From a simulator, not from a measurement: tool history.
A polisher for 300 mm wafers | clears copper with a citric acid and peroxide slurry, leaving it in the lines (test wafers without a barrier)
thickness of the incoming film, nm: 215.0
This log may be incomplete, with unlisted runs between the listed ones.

run	hour	flow of slurry (ml/min)	pressure of the wafer on the pad (psi)	speed of the pad under the wafer (cm/s)	abrasive content of the slurry	overpolish time after the end point (s)	time until the end point was called (s)	dishing of a wide line in a test structure (nm)
1	0	270	3.7	108	1	27	76.77	34.482
2	2.6	320	3.7	108	1	27	76.616	34.284
3	9	320	3.7	128	1	27	66.272	36.788
4	17.6	320	3.1	104	0.95	27	92.988	30.239
5	21.5	320	2.6	86	0.95	28	133.79	24.644
6	25.9	360	2.6	86	0.95	28	135.05	25.057
7	31.8	360	2.3	80	0.95	29	164.63	21.878
8	35.6	360	2.1	80	0.95	30	170.63	21.906

For run 9, what comes out?
9	37.9	360	2	78	0.95	31	?	?

{"run 9": {"time until the end point was called (s)": 191.61, "dishing of a wide line in a test structure (nm)": 20.949}}
